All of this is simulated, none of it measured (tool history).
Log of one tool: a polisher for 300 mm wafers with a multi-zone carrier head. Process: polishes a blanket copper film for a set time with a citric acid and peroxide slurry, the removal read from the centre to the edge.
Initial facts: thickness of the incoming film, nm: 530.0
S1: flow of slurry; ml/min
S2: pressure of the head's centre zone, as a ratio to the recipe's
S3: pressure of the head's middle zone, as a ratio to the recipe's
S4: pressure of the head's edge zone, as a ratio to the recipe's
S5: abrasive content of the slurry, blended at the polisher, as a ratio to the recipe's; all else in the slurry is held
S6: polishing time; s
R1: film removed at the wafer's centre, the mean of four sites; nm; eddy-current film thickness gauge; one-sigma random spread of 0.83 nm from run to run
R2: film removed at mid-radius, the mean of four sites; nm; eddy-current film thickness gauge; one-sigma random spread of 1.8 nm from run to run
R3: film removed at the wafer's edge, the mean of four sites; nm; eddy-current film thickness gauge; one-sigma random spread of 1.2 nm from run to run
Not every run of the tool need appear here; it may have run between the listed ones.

run 1 hour=0.0 | S1=150 S2=1.00 S3=1.00 S4=1.00 S5=1.00 S6=39 | R1=96.580 R2=108.08 R3=104.50
run 2 hour=3.8 | S1=150 S2=0.92 S3=1.00 S4=1.00 S5=1.00 S6=39 | R1=87.454 R2=107.13 R3=104.06
run 3 hour=4.8 | S1=150 S2=0.92 S3=1.06 S4=1.00 S5=1.00 S6=39 | R1=87.837 R2=108.75 R3=103.72
run 4 hour=6.8 | S1=160 S2=0.95 S3=1.08 S4=0.98 S5=1.00 S6=39 | R1=91.392 R2=114.06 R3=100.49
run 5 hour=8.4 | S1=160 S2=0.95 S3=1.08 S4=1.05 S5=1.00 S6=39 | R1=91.942 R2=114.52 R3=106.17
run 6 hour=9.3 | S1=180 S2=0.95 S3=1.08 S4=1.05 S5=1.00 S6=39 | R1=93.468 R2=118.64 R3=108.91
run 7 hour=9.8 | S1=180 S2=0.95 S3=1.08 S4=1.05 S5=1.00 S6=39 | R1=94.044 R2=114.00 R3=106.89
-- hour=13.0 centre zone pressure recalibrated
run 8 hour=13.0 | S1=185 S2=0.98 S3=1.09 S4=1.04 S5=1.00 S6=39 | R1=105.720 R2=114.46 R3=107.33

The next listed run, before its measurement:
run 9 hour=17.2 | S1=190 S2=0.98 S3=1.11 S4=1.03 S5=1.05 S6=39 | R1=? R2=? R3=?

{"run 9": {"R1": 106.8, "R2": 117.72, "R3": 107.37}}
